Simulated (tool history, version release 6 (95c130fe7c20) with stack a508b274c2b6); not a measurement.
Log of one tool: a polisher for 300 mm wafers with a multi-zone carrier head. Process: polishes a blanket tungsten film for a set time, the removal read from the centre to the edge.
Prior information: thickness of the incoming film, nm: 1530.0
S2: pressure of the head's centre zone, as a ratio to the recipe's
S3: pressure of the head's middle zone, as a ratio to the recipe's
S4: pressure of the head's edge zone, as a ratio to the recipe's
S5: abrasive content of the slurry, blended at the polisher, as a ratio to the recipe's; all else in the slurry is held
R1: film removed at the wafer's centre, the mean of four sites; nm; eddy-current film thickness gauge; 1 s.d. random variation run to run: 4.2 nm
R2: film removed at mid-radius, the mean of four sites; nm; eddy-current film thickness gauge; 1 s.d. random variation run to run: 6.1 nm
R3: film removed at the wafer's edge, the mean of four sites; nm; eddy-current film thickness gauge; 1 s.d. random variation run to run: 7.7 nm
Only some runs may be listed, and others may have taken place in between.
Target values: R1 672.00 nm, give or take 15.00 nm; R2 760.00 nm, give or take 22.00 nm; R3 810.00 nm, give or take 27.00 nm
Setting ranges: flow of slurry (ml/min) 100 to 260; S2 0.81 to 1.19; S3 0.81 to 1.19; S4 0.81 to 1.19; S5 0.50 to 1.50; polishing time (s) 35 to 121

Run 1, day 0.000: flow of slurry (ml/min) 165, S2 1.00, S3 1.00, S4 1.00, S5 1.00, polishing time (s) 78. Result: R1 503.40 nm, R2 499.09 nm, R3 537.79 nm.
Run 2, day 0.025: flow of slurry (ml/min) 175, S2 0.99, S3 1.03, S4 1.05, S5 1.15, polishing time (s) 82. Result: R1 545.89 nm, R2 555.52 nm, R3 586.82 nm.
Run 3, day 0.296: flow of slurry (ml/min) 160, S2 0.99, S3 1.03, S4 1.05, S5 1.15, polishing time (s) 82. Result: R1 533.50 nm, R2 541.29 nm, R3 578.20 nm.
Run 4, day 0.533: flow of slurry (ml/min) 160, S2 0.99, S3 1.03, S4 1.10, S5 1.15, polishing time (s) 82. Result: R1 535.91 nm, R2 546.68 nm, R3 581.80 nm.
Run 5, day 0.592: flow of slurry (ml/min) 175, S2 0.99, S3 1.03, S4 1.10, S5 1.15, polishing time (s) 82. Result: R1 542.94 nm, R2 554.53 nm, R3 592.57 nm.
At day 0.879: worn pad replaced by a new one.
Run 6, day 0.879: flow of slurry (ml/min) 175, S2 0.99, S3 1.03, S4 1.10, S5 0.95, polishing time (s) 82. Result: R1 555.91 nm, R2 574.60 nm, R3 604.04 nm.
Run 7, day 0.979: flow of slurry (ml/min) 190, S2 0.96, S3 1.02, S4 1.12, S5 0.90, polishing time (s) 86. Result: R1 562.54 nm, R2 590.23 nm, R3 649.96 nm.
Run 8, day 1.300: flow of slurry (ml/min) 205, S2 0.95, S3 1.04, S4 1.14, S5 0.90, polishing time (s) 89. Result: R1 587.98 nm, R2 625.65 nm, R3 686.56 nm.

Below are 5 possible settings for the next run. Only one of them brings all results inside the allowed miss of their targets. Which is it?
Run A, day 1.621: flow of slurry (ml/min) 220, S2 0.85, S3 1.19, S4 1.18, S5 0.90, polishing time (s) 105. Result: R1 ?, R2 ?, R3 ?.
Run B, day 1.621: flow of slurry (ml/min) 195, S2 1.10, S3 1.17, S4 1.12, S5 1.15, polishing time (s) 81. Result: R1 ?, R2 ?, R3 ?.
Run C, day 1.621: flow of slurry (ml/min) 210, S2 0.89, S3 0.82, S4 1.12, S5 0.85, polishing time (s) 121. Result: R1 ?, R2 ?, R3 ?.
Run D, day 1.621: flow of slurry (ml/min) 190, S2 0.92, S3 1.07, S4 1.16, S5 0.95, polishing time (s) 105. Result: R1 ?, R2 ?, R3 ?.
Run E, day 1.621: flow of slurry (ml/min) 240, S2 0.96, S3 1.01, S4 1.18, S5 0.95, polishing time (s) 96. Result: R1 ?, R2 ?, R3 ?.

move      R1      R2      R3
   A  624.98  845.51  808.45
   B  640.62  659.14  626.33
   C  740.48  701.14  899.25
   D  667.63  763.28  798.28
   E  658.79  684.69  753.59
A: the result that was furthest off in the last run now lies on the other side of its target
B: the biggest miss grows against the last run
C: nearer the targets than the last run, but a result is still out of spec
D: in spec on every target
E: nearer the targets than the last run, but a result is still out of spec
The right move is D.
